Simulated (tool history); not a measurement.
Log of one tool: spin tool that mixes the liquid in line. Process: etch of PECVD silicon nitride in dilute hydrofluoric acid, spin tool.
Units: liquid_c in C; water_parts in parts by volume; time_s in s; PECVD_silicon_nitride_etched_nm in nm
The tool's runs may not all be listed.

| run | day | liquid_c | water_parts | time_s | PECVD_silicon_nitride_etched_nm |
|---|---|---|---|---|---|
| 1 | 0.000 | 21.0 | 65 | 280 | 6.3771 |
| 2 | 0.071 | 20.0 | 65 | 280 | 5.9369 |
| 3 | 0.142 | 21.5 | 65 | 280 | 6.4871 |
| 4 | 0.217 | 20.5 | 65 | 280 | 6.2313 |
| 5 | 0.354 | 19.5 | 70 | 280 | 5.3815 |
| 6 | 0.671 | 19.5 | 70 | 305 | 5.8950 |
| 7 | 0.858 | 19.0 | 70 | 305 | 5.5895 |
| 8 | 1.017 | 18.5 | 70 | 305 | 5.4549 |

Forecast run 9:
| 9 | 1.333 | 18.0 | 70 | 305 | ? |

PECVD_silicon_nitride_etched_nm: 5.2554 nm

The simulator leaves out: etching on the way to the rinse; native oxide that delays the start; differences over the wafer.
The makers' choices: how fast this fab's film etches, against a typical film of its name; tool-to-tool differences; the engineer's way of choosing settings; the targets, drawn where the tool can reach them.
